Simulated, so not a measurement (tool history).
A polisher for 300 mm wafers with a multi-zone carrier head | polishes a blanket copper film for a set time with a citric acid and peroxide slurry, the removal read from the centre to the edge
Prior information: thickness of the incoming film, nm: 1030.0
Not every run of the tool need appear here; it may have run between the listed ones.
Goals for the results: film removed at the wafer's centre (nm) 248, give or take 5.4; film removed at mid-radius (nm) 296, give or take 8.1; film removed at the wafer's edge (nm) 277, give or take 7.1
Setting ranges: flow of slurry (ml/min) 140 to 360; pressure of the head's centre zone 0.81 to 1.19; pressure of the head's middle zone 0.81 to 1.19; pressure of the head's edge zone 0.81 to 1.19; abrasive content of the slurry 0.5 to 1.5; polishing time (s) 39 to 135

run	day	flow of slurry (ml/min)	pressure of the head's centre zone	pressure of the head's middle zone	pressure of the head's edge zone	abrasive content of the slurry	polishing time (s)	film removed at the wafer's centre (nm)	film removed at mid-radius (nm)	film removed at the wafer's edge (nm)
1	0	230	1	1	1	1	87	248.29	232.25	235.24
2	0.062	240	0.99	1.02	1.02	1	87	250.38	236.4	236.64
3	0.233	240	0.97	1.03	1.03	1.05	87	244.87	241.7	239.09
4	0.596	240	0.89	1.03	1.03	1.05	87	223.57	241.47	237.58
5	0.883	245	0.89	1.04	1.05	1.1	87	228.4	243.18	244.9
# day 1.212: centre zone pressure recalibrated
6	1.212	245	0.89	1.04	1.05	1.1	76	185.58	216.03	213.23
7	1.292	255	0.9	1.06	1.06	1.15	77	192.33	219.95	219.5
8	1.35	230	0.91	1.16	1.02	1.4	98	254.51	307	280.9
9	1.558	225	0.91	1.16	1.02	1.4	98	251.25	306.43	280.32

Next run, 5 choices. One meets every target within its allowed miss, the rest don't. Which?
A	1.767	205	0.94	1.08	1.08	1.5	93	?	?	?
B	1.767	245	0.87	1.15	1.03	1.4	95	?	?	?
C	1.767	290	0.89	1.12	1.13	1.5	94	?	?	?
D	1.767	210	0.89	1.1	0.96	1.4	99	?	?	?
E	1.767	195	0.88	1.04	1.11	1.5	97	?	?	?

move	film removed at the wafer's centre (nm)	film removed at mid-radius (nm)	film removed at the wafer's edge (nm)
A	248.69	277.58	273.3
B	237.68	299.01	273.98
C	248.28	299.09	290.34
D	248.34	296.65	273.18
E	240.9	280.37	287.45
A: takes the result that was furthest off past its target
B: brings the result that was furthest off to its target, and leaves another outside
C: brings the result that was furthest off to its target, and leaves another outside
D: every result within its allowed miss
E: takes the result that was furthest off past its target
The right move is D.
